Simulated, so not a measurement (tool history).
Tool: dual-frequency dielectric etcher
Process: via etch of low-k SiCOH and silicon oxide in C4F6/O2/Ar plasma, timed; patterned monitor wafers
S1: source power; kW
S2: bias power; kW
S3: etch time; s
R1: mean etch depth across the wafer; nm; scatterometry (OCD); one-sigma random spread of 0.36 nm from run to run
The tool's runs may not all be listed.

run	hour	S1	S2	S3	R1
1	0	0.41	0.228	45	126.08
2	5.4	0.41	0.209	45	123.65
3	11.9	0.41	0.195	45	122.08
4	18	0.41	0.195	41	111.01
5	19.3	0.42	0.203	41.5	114.01
6	26.4	0.39	0.203	41.5	111.49

What does the tool deliver on the next run?
7	33.8	0.47	0.249	45	?

Run 7 gave R1 135.18 nm.
